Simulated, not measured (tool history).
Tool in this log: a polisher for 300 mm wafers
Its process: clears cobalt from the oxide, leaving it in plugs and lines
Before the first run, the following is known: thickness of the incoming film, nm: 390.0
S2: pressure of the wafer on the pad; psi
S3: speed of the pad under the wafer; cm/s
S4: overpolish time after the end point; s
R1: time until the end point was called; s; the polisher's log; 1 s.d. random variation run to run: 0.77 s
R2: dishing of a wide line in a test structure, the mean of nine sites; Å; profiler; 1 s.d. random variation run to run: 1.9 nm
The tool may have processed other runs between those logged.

{"run": 1, "hour": 0.0, "flow of slurry (ml/min)": 295, "S2": 2.4, "S3": 94, "S4": 14, "R1": 60.256, "R2": 624.38}
{"run": 2, "hour": 6.0, "flow of slurry (ml/min)": 295, "S2": 1.9, "S3": 94, "S4": 14, "R1": 75.114, "R2": 543.13}
{"run": 3, "hour": 13.0, "flow of slurry (ml/min)": 220, "S2": 1.9, "S3": 94, "S4": 14, "R1": 76.295, "R2": 527.66}
{"run": 4, "hour": 15.3, "flow of slurry (ml/min)": 220, "S2": 1.9, "S3": 112, "S4": 14, "R1": 65.689, "R2": 568.06}
{"run": 5, "hour": 20.5, "flow of slurry (ml/min)": 220, "S2": 1.9, "S3": 112, "S4": 18, "R1": 65.46, "R2": 699.74}
{"run": 6, "hour": 28.9, "flow of slurry (ml/min)": 190, "S2": 1.9, "S3": 112, "S4": 18, "R1": 66.091, "R2": 652.73}
{"run": 7, "hour": 37.5, "flow of slurry (ml/min)": 275, "S2": 2.5, "S3": 118, "S4": 15, "R1": 48.954, "R2": 690.34}
{"run": 8, "hour": 44.4, "flow of slurry (ml/min)": 275, "S2": 2.6, "S3": 118, "S4": 16, "R1": 46.904, "R2": 762.43}
{"run": 9, "hour": 52.8, "flow of slurry (ml/min)": 275, "S2": 2.7, "S3": 118, "S4": 16, "R1": 45.319, "R2": 760.95}

For run 10, what comes out?
{"run": 10, "hour": 53.6, "flow of slurry (ml/min)": 275, "S2": 2.8, "S3": 118, "S4": 16, "R1": "?", "R2": "?"}

For run 10 the tool returned R1 43.075 s, R2 810.64 Å.
